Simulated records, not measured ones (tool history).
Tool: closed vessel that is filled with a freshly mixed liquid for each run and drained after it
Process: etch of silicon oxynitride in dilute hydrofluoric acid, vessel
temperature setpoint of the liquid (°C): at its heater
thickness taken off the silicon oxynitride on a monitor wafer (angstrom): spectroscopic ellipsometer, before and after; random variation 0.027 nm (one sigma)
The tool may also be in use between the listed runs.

run    day  temperature setpoint of the liquid (°C)  parts of water to one part of 49 % hydrofluoric acid (parts by volume)  time in the liquid (s)  thickness taken off the silicon oxynitride on a monitor wafer (angstrom)
  1  0.000                                     22.0                                                                      85                      95                                                                    21.665
  2  0.267                                     23.5                                                                      85                      95                                                                    23.951
  3  0.583                                     24.5                                                                      85                      95                                                                    24.794
  4  0.938                                     24.5                                                                      75                      95                                                                    28.105
  5  1.133                                     24.5                                                                      75                      95                                                                    27.993
  6  1.296                                     24.5                                                                      55                      95                                                                    39.336
  7  1.562                                     23.0                                                                      55                      95                                                                    36.585

Forecast run 8:
  8  1.842                                     22.0                                                                      55                      95                                                                         ?

{"run 8": {"thickness taken off the silicon oxynitride on a monitor wafer (angstrom)": 34.453}}
